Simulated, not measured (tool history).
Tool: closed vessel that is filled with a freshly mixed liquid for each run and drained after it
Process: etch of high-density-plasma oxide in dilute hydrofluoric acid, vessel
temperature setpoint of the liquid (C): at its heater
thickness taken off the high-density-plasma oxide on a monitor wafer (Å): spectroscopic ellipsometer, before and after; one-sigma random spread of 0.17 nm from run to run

run  hour  temperature setpoint of the liquid (C)  parts of water to one part of 49 % hydrofluoric acid (parts by volume)  time in the liquid (s)  thickness taken off the high-density-plasma oxide on a monitor wafer (Å)
  1   0.0                                    23.0                                                                     145                     875                                                                    270.10
  2   5.8                                    23.0                                                                     180                     875                                                                    210.49
  3  12.4                                    25.5                                                                     180                     875                                                                    228.99
  4  20.7                                    25.0                                                                     180                     875                                                                    225.17
  5  30.4                                    25.0                                                                     180                     875                                                                    226.78
  6  33.5                                    24.5                                                                     180                     875                                                                    225.32

Run 7 is up next; what results do you expect?
  7  40.0                                    24.0                                                                     180                     875                                                                         ?

Logged for run 7: thickness taken off the high-density-plasma oxide on a monitor wafer (Å) 220.80.
